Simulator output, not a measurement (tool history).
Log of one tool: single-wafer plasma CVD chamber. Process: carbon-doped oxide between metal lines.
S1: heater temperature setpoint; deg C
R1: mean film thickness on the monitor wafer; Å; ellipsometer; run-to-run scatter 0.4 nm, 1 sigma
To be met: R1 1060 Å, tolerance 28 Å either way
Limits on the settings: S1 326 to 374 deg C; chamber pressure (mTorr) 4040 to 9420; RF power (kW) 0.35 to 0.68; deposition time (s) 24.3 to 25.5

run 1 day=0 | S1=350 chamber_pressure_(mTorr)=6730 RF_power_(kW)=0.515 deposition_time_(s)=25.5 | R1=1273.4
run 2 day=0.271 | S1=350 chamber_pressure_(mTorr)=6730 RF_power_(kW)=0.515 deposition_time_(s)=25.5 | R1=1260.7
run 3 day=0.321 | S1=351 chamber_pressure_(mTorr)=6670 RF_power_(kW)=0.495 deposition_time_(s)=25.4 | R1=1220.8
run 4 day=0.462 | S1=355 chamber_pressure_(mTorr)=6670 RF_power_(kW)=0.495 deposition_time_(s)=25.4 | R1=1209.3
-- day=0.583 thermocouple changed; heater temperature recalibrated
run 5 day=0.583 | S1=356 chamber_pressure_(mTorr)=6620 RF_power_(kW)=0.48 deposition_time_(s)=25.3 | R1=1185
run 6 day=0.621 | S1=356 chamber_pressure_(mTorr)=6620 RF_power_(kW)=0.48 deposition_time_(s)=25.5 | R1=1202.8
run 7 day=0.817 | S1=356 chamber_pressure_(mTorr)=6610 RF_power_(kW)=0.46 deposition_time_(s)=25.4 | R1=1150
run 8 day=1.096 | S1=356 chamber_pressure_(mTorr)=6600 RF_power_(kW)=0.45 deposition_time_(s)=25.4 | R1=1122.5
run 9 day=1.421 | S1=356 chamber_pressure_(mTorr)=6600 RF_power_(kW)=0.445 deposition_time_(s)=25.4 | R1=1118.6
run 10 day=1.688 | S1=356 chamber_pressure_(mTorr)=6600 RF_power_(kW)=0.44 deposition_time_(s)=25.4 | R1=1111.1
run 11 day=1.717 | S1=356 chamber_pressure_(mTorr)=6600 RF_power_(kW)=0.435 deposition_time_(s)=25.4 | R1=1096.2

4 candidate next runs follow, results not yet known. Just one meets every target within its allowed miss. Identify it.
run A day=1.746 | S1=367 chamber_pressure_(mTorr)=7160 RF_power_(kW)=0.4 deposition_time_(s)=25.3 | R1=?
run B day=1.746 | S1=349 chamber_pressure_(mTorr)=6430 RF_power_(kW)=0.435 deposition_time_(s)=24.3 | R1=?
run C day=1.746 | S1=358 chamber_pressure_(mTorr)=6490 RF_power_(kW)=0.4 deposition_time_(s)=25.5 | R1=?
run D day=1.746 | S1=365 chamber_pressure_(mTorr)=6540 RF_power_(kW)=0.405 deposition_time_(s)=24.9 | R1=?

move=A R1=994.09
move=B R1=1067.1
move=C R1=1014
move=D R1=987.81
A: the result that was furthest off in the last run now lies on the other side of its target
B: hits every target within its allowed miss
C: the result that was furthest off in the last run now lies on the other side of its target
D: the result that was furthest off in the last run now lies on the other side of its target
Go with B: it meets all targets.
